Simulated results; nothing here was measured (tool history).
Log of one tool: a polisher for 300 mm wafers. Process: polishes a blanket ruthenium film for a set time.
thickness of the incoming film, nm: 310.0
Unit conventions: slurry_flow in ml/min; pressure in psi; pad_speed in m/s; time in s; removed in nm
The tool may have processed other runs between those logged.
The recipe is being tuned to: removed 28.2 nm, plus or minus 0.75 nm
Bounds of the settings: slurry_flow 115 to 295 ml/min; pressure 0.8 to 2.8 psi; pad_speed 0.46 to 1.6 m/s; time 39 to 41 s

run	day	slurry_flow	pressure	pad_speed	time	removed
1	0	190	1.8	1.02	39	38.702
2	0.225	215	1.8	1.02	39	39.153
3	0.508	215	1.5	1.02	39	33.804
4	0.829	210	1.4	1.02	39	32.134
5	0.871	205	1.3	1.02	39	30.567
6	0.962	205	1.6	1.02	39	35.485
7	1.104	205	1.5	1.02	39	33.885
8	1.2	205	1.4	1.02	39	32.691

Next run, 4 choices. One meets every target within its allowed miss, the rest don't. Which?
A	1.296	195	1.2	0.92	39	?
B	1.296	225	1.4	0.78	39	?
C	1.296	190	1.3	0.9	40	?
D	1.296	230	1.3	0.86	39	?

move	removed
A	26.502
B	26.422
C	28.158
D	27.092
A: takes the biggest miss from the last run beyond its target
B: takes the biggest miss from the last run beyond its target
C: all results land within tolerance of their targets
D: takes the biggest miss from the last run beyond its target
C meets every target.

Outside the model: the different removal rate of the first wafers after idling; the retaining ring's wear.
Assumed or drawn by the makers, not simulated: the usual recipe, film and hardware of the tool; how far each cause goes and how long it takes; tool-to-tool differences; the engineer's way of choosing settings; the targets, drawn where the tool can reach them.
